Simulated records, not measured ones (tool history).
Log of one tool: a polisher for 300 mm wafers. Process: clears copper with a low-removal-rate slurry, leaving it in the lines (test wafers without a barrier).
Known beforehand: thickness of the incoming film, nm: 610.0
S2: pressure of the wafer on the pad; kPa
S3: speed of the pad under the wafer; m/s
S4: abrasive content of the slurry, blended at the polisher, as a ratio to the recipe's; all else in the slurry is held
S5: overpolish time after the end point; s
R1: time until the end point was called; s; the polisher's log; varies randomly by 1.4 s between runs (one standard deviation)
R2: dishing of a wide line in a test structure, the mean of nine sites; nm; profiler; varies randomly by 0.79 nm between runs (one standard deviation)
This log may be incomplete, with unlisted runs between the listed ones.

{"run": 1, "hour": 0.0, "flow of slurry (ml/min)": 155, "S2": 26.9, "S3": 1.18, "S4": 1, "S5": 15, "R1": 118.11, "R2": 47.545}
{"run": 2, "hour": 0.8, "flow of slurry (ml/min)": 155, "S2": 26.9, "S3": 1, "S4": 1, "S5": 15, "R1": 145.57, "R2": 40.938}
{"run": 3, "hour": 5.5, "flow of slurry (ml/min)": 155, "S2": 26.9, "S3": 1, "S4": 1.15, "S5": 15, "R1": 136.52, "R2": 42.681}
{"run": 4, "hour": 10.6, "flow of slurry (ml/min)": 160, "S2": 29, "S3": 1, "S4": 1.15, "S5": 15, "R1": 127.77, "R2": 47.016}
{"run": 5, "hour": 18.7, "flow of slurry (ml/min)": 165, "S2": 30.3, "S3": 1.02, "S4": 1.15, "S5": 14, "R1": 121.53, "R2": 45.334}
{"run": 6, "hour": 26.9, "flow of slurry (ml/min)": 165, "S2": 32.4, "S3": 1.02, "S4": 1.15, "S5": 14, "R1": 113.24, "R2": 49.34}

Run 7 is up next; what results do you expect?
{"run": 7, "hour": 31.5, "flow of slurry (ml/min)": 165, "S2": 33.8, "S3": 1.02, "S4": 1.15, "S5": 14, "R1": "?", "R2": "?"}

{"run 7": {"R1": 106.26, "R2": 52.607}}

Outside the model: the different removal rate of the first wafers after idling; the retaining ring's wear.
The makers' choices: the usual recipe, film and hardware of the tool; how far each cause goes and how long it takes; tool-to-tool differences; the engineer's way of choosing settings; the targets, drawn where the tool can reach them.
